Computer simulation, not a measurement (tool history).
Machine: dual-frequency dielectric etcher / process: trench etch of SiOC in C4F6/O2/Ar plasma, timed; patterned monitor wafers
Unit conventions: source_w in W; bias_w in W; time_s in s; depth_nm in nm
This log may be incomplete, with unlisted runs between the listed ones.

run,hour,source_w,bias_w,time_s,depth_nm
1,0,260,148,23,43.257
2,2.4,250,146,23,42.485
3,4,270,146,23,43.585
4,4.8,310,146,23,46.717
5,7.8,310,146,24,48.507
6,16,310,146,23,46.587
7,16.5,290,142,23,44.494

Estimate the outcome of run 8 from the log above:
8,22.3,270,140,23,?

depth_nm: 43.042 nm

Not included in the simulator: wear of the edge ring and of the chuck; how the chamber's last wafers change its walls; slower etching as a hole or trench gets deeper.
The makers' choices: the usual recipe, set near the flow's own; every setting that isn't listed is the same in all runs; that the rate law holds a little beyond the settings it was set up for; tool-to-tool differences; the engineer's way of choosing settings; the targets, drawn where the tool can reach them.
